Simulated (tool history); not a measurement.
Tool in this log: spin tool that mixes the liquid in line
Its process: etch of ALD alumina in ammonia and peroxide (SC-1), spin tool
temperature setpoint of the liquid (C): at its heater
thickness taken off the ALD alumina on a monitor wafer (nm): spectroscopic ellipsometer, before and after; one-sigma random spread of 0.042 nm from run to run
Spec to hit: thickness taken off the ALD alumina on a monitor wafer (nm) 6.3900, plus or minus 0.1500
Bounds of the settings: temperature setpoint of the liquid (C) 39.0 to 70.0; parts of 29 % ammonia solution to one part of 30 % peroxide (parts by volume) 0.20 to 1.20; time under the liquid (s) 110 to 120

run,hour,temperature setpoint of the liquid (C),parts of 29 % ammonia solution to one part of 30 % peroxide (parts by volume),time under the liquid (s),thickness taken off the ALD alumina on a monitor wafer (nm)
1,0.0,55.0,1.00,110,9.1825
2,3.7,55.0,0.80,110,9.0864
3,5.8,55.0,0.45,110,8.5708
4,14.2,54.5,0.45,110,8.2704
5,17.3,54.0,0.45,110,8.0485
6,17.9,53.5,0.45,110,7.8214
7,26.4,53.5,0.45,110,7.8205
8,34.2,49.0,0.45,110,6.1272

Which single option among these 4 for the next run brings every result within its allowed miss of target? Just one does.
A,42.0,47.5,0.55,115,?
B,42.0,47.5,0.35,120,?
C,42.0,47.5,0.65,110,?
D,42.0,49.5,0.20,120,?

move,thickness taken off the ALD alumina on a monitor wafer (nm)
A,5.9785
B,5.9761
C,5.8101
D,6.3321
A: further off than the last run
B: further off than the last run
C: further off than the last run
D: every result within its allowed miss
D meets every target.
